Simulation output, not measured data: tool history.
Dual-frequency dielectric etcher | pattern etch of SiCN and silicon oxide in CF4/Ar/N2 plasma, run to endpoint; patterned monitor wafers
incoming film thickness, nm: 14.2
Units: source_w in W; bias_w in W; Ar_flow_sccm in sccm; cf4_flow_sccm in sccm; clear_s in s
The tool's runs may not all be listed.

run 1 hour=0.0 | source_w=560 bias_w=85 Ar_flow_sccm=130 cf4_flow_sccm=53 | clear_s=14.996
run 2 hour=8.9 | source_w=560 bias_w=85 Ar_flow_sccm=138 cf4_flow_sccm=53 | clear_s=15.041
run 3 hour=17.7 | source_w=620 bias_w=87 Ar_flow_sccm=137 cf4_flow_sccm=53 | clear_s=13.689
run 4 hour=23.3 | source_w=660 bias_w=89 Ar_flow_sccm=136 cf4_flow_sccm=53 | clear_s=12.726
run 5 hour=26.9 | source_w=690 bias_w=90 Ar_flow_sccm=135 cf4_flow_sccm=53 | clear_s=12.002
run 6 hour=33.9 | source_w=710 bias_w=91 Ar_flow_sccm=135 cf4_flow_sccm=53 | clear_s=11.443
run 7 hour=36.8 | source_w=720 bias_w=91 Ar_flow_sccm=135 cf4_flow_sccm=53 | clear_s=11.211
run 8 hour=44.9 | source_w=730 bias_w=91 Ar_flow_sccm=135 cf4_flow_sccm=53 | clear_s=11.189
run 9 hour=53.3 | source_w=740 bias_w=91 Ar_flow_sccm=135 cf4_flow_sccm=53 | clear_s=11.198

Run 10 comes next. What will it give?
run 10 hour=60.9 | source_w=750 bias_w=92 Ar_flow_sccm=135 cf4_flow_sccm=53 | clear_s=?

clear_s: 10.810 s
